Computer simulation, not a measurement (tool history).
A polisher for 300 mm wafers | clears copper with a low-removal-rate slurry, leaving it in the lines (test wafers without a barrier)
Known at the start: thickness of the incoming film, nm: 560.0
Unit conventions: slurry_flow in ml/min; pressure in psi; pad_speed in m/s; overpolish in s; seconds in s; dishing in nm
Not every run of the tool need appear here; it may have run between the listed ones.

run,day,slurry_flow,pressure,pad_speed,slurry_solids,overpolish,seconds,dishing
1,0.000,295,4.2,0.94,1.0,27,138.31,76.279
2,0.283,295,4.2,0.94,1.0,33,134.85,84.565
3,0.550,295,4.4,0.94,1.0,33,131.94,93.329
4,0.858,295,4.4,0.94,1.0,26,127.80,74.153
5,0.883,295,4.4,0.94,1.0,20,131.71,59.969
6,1.025,295,4.4,1.16,1.0,20,105.60,72.148

Forecast run 7:
7,1.129,295,4.5,1.16,1.0,22,?,?

{"run 7": {"seconds": 104.36, "dishing": 77.446}}
